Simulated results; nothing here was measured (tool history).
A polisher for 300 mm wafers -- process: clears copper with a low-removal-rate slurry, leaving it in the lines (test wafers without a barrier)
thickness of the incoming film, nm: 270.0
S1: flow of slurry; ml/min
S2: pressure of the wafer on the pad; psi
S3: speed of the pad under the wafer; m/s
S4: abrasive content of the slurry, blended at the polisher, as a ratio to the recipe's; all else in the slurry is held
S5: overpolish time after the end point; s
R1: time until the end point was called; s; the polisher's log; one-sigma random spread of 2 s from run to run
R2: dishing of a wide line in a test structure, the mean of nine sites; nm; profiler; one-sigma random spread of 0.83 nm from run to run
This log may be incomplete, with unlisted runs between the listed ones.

| run | hour | S1 | S2 | S3 | S4 | S5 | R1 | R2 |
|---|---|---|---|---|---|---|---|---|
| 1 | 0 | 135 | 3.3 | 1 | 1 | 18 | 83.06 | 33.61 |
| 2 | 2.1 | 135 | 3 | 1 | 1 | 20 | 93.686 | 34.988 |
| 3 | 8.8 | 135 | 2.8 | 1 | 1 | 21 | 98.931 | 32.89 |
| 4 | 16.2 | 145 | 2.8 | 1 | 1 | 21 | 96.471 | 35.918 |
| 5 | 23.5 | 140 | 2.6 | 1 | 1 | 22 | 103.63 | 34.216 |
| 6 | 24.1 | 140 | 2.6 | 1 | 1.15 | 22 | 101.01 | 34.737 |
| 7 | 26.2 | 135 | 2.4 | 1 | 1.15 | 23 | 109.19 | 31.907 |
| 8 | 30.3 | 130 | 2.3 | 1 | 1.15 | 25 | 117.24 | 33.92 |
| 9 | 32.5 | 125 | 2.3 | 1 | 1.15 | 26 | 116.95 | 36.209 |

Run 10 comes next. What will it give?
| 10 | 33.6 | 125 | 1.7 | 0.98 | 1.15 | 28 | ? | ? |

{"run 10": {"R1": 156.99, "R2": 28.777}}

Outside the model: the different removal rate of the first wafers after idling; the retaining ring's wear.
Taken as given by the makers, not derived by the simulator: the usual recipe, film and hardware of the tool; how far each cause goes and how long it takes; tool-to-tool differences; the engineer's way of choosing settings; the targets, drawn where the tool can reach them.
